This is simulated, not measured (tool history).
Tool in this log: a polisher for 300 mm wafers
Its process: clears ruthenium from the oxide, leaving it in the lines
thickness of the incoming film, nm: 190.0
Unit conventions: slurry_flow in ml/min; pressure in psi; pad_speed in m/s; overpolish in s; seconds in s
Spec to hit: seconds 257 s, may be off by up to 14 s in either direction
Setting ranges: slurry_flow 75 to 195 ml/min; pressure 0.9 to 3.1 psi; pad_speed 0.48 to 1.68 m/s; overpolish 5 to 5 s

run	hour	slurry_flow	pressure	pad_speed	overpolish	seconds
1	0	125	2	1.08	5	175.57
2	4.7	125	1.8	1.06	5	197.6
3	9.3	125	1.8	1.06	5	201.58
4	11.4	125	1.8	1.06	5	201.97
5	16.5	125	1.8	1.06	5	203.41
6	24.1	105	1.8	1.06	5	207.51
7	32.7	105	1.3	1.04	5	296.17
8	39.7	110	1.3	1.04	5	287.84
9	48.1	115	1.3	1.04	5	289.34

Which single option among these 5 for the next run brings every result within its allowed miss of target? Just one does.
A	56.5	140	1.1	1.08	5	?
B	56.5	100	1.9	0.98	5	?
C	56.5	110	1.5	1.1	5	?
D	56.5	80	1.5	1.28	5	?
E	56.5	155	1.6	0.88	5	?

move	seconds
A	303.59
B	213.72
C	234.06
D	222.15
E	253.89
A: lands further from the targets than the last run did
B: moves the result that the last run missed by most past its target, out the other side
C: moves the result that the last run missed by most past its target, out the other side
D: moves the result that the last run missed by most past its target, out the other side
E: in spec on every target
Correct choice: E, which meets every target
